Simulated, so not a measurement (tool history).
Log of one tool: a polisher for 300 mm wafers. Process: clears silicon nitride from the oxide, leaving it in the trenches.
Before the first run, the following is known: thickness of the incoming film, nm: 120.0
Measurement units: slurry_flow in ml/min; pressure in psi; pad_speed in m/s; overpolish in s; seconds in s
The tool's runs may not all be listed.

{"run": 1, "day": 0.0, "slurry_flow": 125, "pressure": 3.0, "pad_speed": 1.1, "overpolish": 24, "seconds": 108.93}
{"run": 2, "day": 0.167, "slurry_flow": 95, "pressure": 3.0, "pad_speed": 1.1, "overpolish": 24, "seconds": 112.6}
{"run": 3, "day": 0.379, "slurry_flow": 95, "pressure": 3.4, "pad_speed": 1.12, "overpolish": 24, "seconds": 101.67}
{"run": 4, "day": 0.708, "slurry_flow": 95, "pressure": 3.4, "pad_speed": 1.26, "overpolish": 24, "seconds": 95.415}
{"run": 5, "day": 1.033, "slurry_flow": 100, "pressure": 3.7, "pad_speed": 1.3, "overpolish": 24, "seconds": 83.55}
{"run": 6, "day": 1.212, "slurry_flow": 100, "pressure": 3.7, "pad_speed": 1.14, "overpolish": 24, "seconds": 91.341}

Estimate the outcome of run 7 from the log above:
{"run": 7, "day": 1.588, "slurry_flow": 105, "pressure": 4.0, "pad_speed": 1.16, "overpolish": 24, "seconds": "?"}

seconds: 81.382 s
